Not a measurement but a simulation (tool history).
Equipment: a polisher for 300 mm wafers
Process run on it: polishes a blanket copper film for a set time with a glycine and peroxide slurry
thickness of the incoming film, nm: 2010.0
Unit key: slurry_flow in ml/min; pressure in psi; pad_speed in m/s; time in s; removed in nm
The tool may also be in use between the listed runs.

run,hour,slurry_flow,pressure,pad_speed,time,removed
1,0,150,2.8,1.22,103,623.39
2,7.3,150,2.8,1.5,103,713.69
3,13.4,150,2.8,1.26,103,636.49
4,18.1,150,2.8,1.26,108,656.56
5,19.6,150,2.6,1.26,108,631.34
6,28.3,150,3,1.26,108,710.68

Run 7, settings as shown, results not yet in. Your forecast:
7,36.8,150,2.9,1.26,108,?

removed: 691.66 nm

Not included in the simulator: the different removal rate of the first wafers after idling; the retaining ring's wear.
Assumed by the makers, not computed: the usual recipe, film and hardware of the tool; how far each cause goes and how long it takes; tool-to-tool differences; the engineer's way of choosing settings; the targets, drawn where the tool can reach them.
